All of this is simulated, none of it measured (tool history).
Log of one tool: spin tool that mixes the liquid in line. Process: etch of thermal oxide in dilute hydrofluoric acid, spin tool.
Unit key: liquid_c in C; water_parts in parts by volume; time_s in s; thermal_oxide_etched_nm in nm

run	day	liquid_c	water_parts	time_s	thermal_oxide_etched_nm
1	0.000	25.0	205	325	7.3024
2	0.075	22.0	205	325	6.4496
3	0.258	19.5	205	325	5.8408
4	0.554	19.5	205	350	6.2648
5	0.733	19.0	205	350	6.2606
6	0.779	22.0	205	350	6.9818
7	0.821	21.5	205	350	6.8583
8	0.912	21.0	205	350	6.7477
9	1.204	20.5	205	350	6.5782
10	1.467	20.0	205	350	6.4216

The next listed run, before its measurement:
11	1.842	17.0	215	350	?

Logged for run 11: thermal_oxide_etched_nm 5.4151 nm.

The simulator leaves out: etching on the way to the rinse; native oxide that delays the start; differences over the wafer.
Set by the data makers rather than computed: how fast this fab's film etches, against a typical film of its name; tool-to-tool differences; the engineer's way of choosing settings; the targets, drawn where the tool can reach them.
